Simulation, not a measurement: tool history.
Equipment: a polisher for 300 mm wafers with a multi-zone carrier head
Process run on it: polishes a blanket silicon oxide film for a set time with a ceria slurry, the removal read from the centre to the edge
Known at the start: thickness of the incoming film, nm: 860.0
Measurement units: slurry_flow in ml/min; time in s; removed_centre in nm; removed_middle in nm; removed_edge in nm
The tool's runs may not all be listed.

run,day,slurry_flow,centre_zone,middle_zone,edge_zone,time,removed_centre,removed_middle,removed_edge
1,0.000,215,1.00,1.00,1.00,55,372.76,354.00,364.45
2,0.046,190,1.00,1.00,1.00,55,355.32,351.00,359.51
3,0.154,190,1.00,1.00,1.00,65,424.62,412.63,426.31
4,0.458,165,1.00,1.00,1.00,65,409.85,404.69,417.06
5,0.833,190,1.02,1.02,1.01,65,442.21,418.43,422.15
6,1.012,210,1.02,1.03,1.03,66,446.98,439.67,438.26
7,1.312,225,1.04,1.03,1.04,67,466.59,442.34,438.01
8,1.462,230,1.05,1.03,1.04,68,479.04,453.43,447.10
9,1.800,235,1.06,1.03,1.05,69,495.98,459.94,460.22
10,2.108,240,1.07,1.03,1.05,70,492.44,466.36,467.73

Run 11 comes next. What will it give?
11,2.442,245,1.10,1.04,1.05,71,?,?,?

removed_centre: 525.37 nm
removed_middle: 473.69 nm
removed_edge: 472.18 nm
